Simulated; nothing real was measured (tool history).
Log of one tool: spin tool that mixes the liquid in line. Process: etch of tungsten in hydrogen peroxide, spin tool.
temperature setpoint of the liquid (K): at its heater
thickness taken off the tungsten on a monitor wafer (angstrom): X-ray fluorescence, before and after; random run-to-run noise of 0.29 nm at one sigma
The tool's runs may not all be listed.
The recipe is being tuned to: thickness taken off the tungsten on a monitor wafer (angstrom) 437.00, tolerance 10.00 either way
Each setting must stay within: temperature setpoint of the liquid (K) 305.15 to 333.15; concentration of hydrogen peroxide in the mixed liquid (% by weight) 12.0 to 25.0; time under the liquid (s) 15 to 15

run,day,temperature setpoint of the liquid (K),concentration of hydrogen peroxide in the mixed liquid (% by weight),time under the liquid (s),thickness taken off the tungsten on a monitor wafer (angstrom)
1,0.000,317.15,17.0,15,265.54
2,0.225,319.65,17.0,15,312.43
3,0.362,319.65,13.5,15,273.51
4,0.562,319.65,13.5,15,275.21
5,0.871,319.65,12.0,15,260.62
6,1.042,322.65,12.0,15,309.93
7,1.192,324.65,12.0,15,354.95
8,1.354,325.65,12.0,15,380.19
9,1.654,326.65,12.0,15,397.07
10,1.833,327.15,12.0,15,414.46
11,1.996,327.65,12.0,15,420.07

Which of these 4 next moves meets every target?
A,2.158,327.15,12.0,15,?
B,2.158,327.15,12.5,15,?
C,2.158,326.65,13.5,15,?
D,2.158,327.65,13.0,15,?

move,thickness taken off the tungsten on a monitor wafer (angstrom)
A,411.27
B,419.75
C,423.38
D,441.00
A: its largest miss is bigger than the last run's
B: about as far from the targets as the last run
C: gains on the last run, yet a result remains outside its allowed miss
D: all results in spec
Answer: D

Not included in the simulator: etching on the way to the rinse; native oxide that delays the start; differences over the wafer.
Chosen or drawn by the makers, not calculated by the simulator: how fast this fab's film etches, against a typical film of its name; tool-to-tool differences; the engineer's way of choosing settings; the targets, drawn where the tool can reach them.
